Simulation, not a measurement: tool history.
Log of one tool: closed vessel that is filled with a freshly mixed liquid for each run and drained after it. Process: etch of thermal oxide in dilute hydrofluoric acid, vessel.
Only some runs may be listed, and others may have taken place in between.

run,hour,temperature setpoint of the liquid (K),parts of water to one part of 49 % hydrofluoric acid (parts by volume),time in the liquid (s),thickness taken off the thermal oxide on a monitor wafer (Å)
1,0,296.15,60,440,332.92
2,7.5,299.65,60,440,385.21
3,11.1,299.65,75,440,304.33
4,15.3,300.65,75,440,310.1
5,22.9,299.15,75,440,294.27
6,28.4,298.15,75,440,283.4
7,36.6,299.15,75,440,293.79

Run 8 is up next; what results do you expect?
8,43.2,300.15,75,440,?

For run 8 the tool returned thickness taken off the thermal oxide on a monitor wafer (Å) 305.21.
